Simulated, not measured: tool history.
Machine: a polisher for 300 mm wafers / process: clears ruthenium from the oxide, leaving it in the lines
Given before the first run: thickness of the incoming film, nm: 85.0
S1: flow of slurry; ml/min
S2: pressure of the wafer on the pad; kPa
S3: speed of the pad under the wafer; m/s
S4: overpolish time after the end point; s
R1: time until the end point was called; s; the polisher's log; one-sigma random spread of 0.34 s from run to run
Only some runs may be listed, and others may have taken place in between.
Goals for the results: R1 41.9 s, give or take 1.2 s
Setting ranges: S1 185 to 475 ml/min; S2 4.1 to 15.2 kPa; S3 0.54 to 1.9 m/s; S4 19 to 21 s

run 1 hour=0 | S1=305 S2=9.7 S3=1.22 S4=19 | R1=71.199
run 2 hour=3.4 | S1=305 S2=11 S3=1.22 S4=19 | R1=61.876
run 3 hour=10.4 | S1=305 S2=11 S3=1.36 S4=19 | R1=57.569
run 4 hour=11.8 | S1=305 S2=12.4 S3=1.36 S4=19 | R1=50.828
run 5 hour=18.9 | S1=305 S2=12.4 S3=1.36 S4=19 | R1=51.039
run 6 hour=26.2 | S1=305 S2=13.1 S3=1.36 S4=19 | R1=48.022
run 7 hour=34.3 | S1=305 S2=13.8 S3=1.36 S4=19 | R1=45.772
run 8 hour=36.9 | S1=305 S2=14.5 S3=1.36 S4=19 | R1=43.877
run 9 hour=42.6 | S1=305 S2=14.5 S3=1.36 S4=19 | R1=43.942

4 candidate next runs follow, results not yet known. Just one meets every target within its allowed miss. Identify it.
run A hour=48.3 | S1=235 S2=14.5 S3=1.64 S4=21 | R1=?
run B hour=48.3 | S1=260 S2=13.8 S3=1.66 S4=19 | R1=?
run C hour=48.3 | S1=260 S2=12.4 S3=1.74 S4=19 | R1=?
run D hour=48.3 | S1=320 S2=15.2 S3=1.44 S4=19 | R1=?

move=A R1=38.49
move=B R1=39.493
move=C R1=42.071
move=D R1=39.667
A: takes the biggest miss from the last run beyond its target
B: takes the biggest miss from the last run beyond its target
C: each result inside its tolerance
D: takes the biggest miss from the last run beyond its target
Move C is the one to make.

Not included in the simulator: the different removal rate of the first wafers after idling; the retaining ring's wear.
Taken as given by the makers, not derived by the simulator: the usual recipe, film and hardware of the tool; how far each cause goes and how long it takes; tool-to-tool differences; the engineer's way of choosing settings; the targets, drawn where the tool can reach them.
